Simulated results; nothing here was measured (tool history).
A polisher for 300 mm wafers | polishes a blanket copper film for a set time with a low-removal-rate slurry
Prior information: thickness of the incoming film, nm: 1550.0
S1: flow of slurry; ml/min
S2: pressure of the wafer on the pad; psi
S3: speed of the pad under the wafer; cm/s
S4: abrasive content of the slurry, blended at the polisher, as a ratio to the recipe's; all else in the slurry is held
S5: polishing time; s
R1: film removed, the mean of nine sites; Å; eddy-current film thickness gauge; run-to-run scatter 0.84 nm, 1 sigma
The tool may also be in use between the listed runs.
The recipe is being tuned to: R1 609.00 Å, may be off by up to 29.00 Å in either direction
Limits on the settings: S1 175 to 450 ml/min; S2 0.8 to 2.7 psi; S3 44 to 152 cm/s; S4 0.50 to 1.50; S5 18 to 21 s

run,hour,S1,S2,S3,S4,S5,R1
1,0.0,290,1.7,98,1.00,21,332.33
2,5.9,290,1.8,98,1.00,21,354.97
3,8.1,290,1.8,116,1.00,21,424.13
4,16.6,290,1.8,116,1.20,21,434.85
5,22.1,290,1.9,116,1.20,21,460.22
6,24.0,290,1.9,116,1.20,21,464.87
7,25.2,290,2.1,118,1.20,21,502.38
8,29.6,290,2.3,120,1.20,21,560.79

Of the 5 settings listed for the next run, only one would bring every result within its allowed miss of target. Which one?
A,34.0,180,2.6,128,1.00,21,?
B,34.0,340,2.5,118,1.50,18,?
C,34.0,320,2.1,134,1.10,20,?
D,34.0,275,2.4,140,1.05,21,?
E,34.0,230,2.1,138,1.20,20,?

move,R1
A,591.42
B,547.41
C,540.12
D,646.53
E,545.85
A: each result inside its tolerance
B: misses by more than the last run did
C: misses by more than the last run did
D: carries the result that was furthest off beyond its target, to the other side
E: misses by more than the last run did
So the answer is move A, the one that meets all the targets.

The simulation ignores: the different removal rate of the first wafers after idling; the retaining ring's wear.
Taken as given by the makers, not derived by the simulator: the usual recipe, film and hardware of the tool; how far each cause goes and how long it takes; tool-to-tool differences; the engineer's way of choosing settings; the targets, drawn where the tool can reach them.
